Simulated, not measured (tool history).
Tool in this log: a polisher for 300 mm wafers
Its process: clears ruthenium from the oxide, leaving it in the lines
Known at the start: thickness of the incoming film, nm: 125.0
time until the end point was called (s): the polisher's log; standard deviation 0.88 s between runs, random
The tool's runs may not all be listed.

run	hour	flow of slurry (ml/min)	pressure of the wafer on the pad (psi)	speed of the pad under the wafer (cm/s)	overpolish time after the end point (s)	time until the end point was called (s)
1	0.0	260	2.6	82	6	99.016
2	5.4	260	2.6	82	6	101.600
3	11.5	260	2.4	82	6	105.010
4	19.2	260	2.4	74	6	116.940
5	26.1	260	2.8	76	6	98.823
# hour 29.9: slurry nozzle cleaned
6	29.9	260	2.8	76	6	96.315
7	30.4	260	3.0	76	6	89.023
8	37.2	260	3.2	76	6	84.298
9	41.7	260	3.4	76	6	79.956
10	47.9	260	3.5	76	6	80.334
11	53.6	260	3.5	76	6	80.031
12	57.3	260	3.6	78	6	74.996
13	62.4	260	3.7	78	6	74.033

What does the tool deliver on the next run?
14	65.2	260	3.8	80	6	?

time until the end point was called (s): 71.092
